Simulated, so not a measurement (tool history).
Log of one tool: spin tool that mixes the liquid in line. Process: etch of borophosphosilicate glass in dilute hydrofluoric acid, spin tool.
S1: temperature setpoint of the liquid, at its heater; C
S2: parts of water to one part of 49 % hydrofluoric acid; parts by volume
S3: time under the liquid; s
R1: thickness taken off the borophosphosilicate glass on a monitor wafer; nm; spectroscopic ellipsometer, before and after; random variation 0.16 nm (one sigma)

run	hour	S1	S2	S3	R1
1	0	23	230	290	28.058
2	4.1	21.5	240	290	25.096
3	5.3	21.5	320	290	17.526
4	7.7	21.5	385	290	13.939
5	16.6	21.5	385	310	15.024
6	25.3	18	385	310	13.245
7	33.1	20	385	310	14.28
8	35.7	24	380	310	16.426
9	42.5	25	380	310	17.052
10	51	25.5	380	310	17.454

The next listed run, before its measurement:
11	53.6	26	380	310	?

R1: 17.549 nm
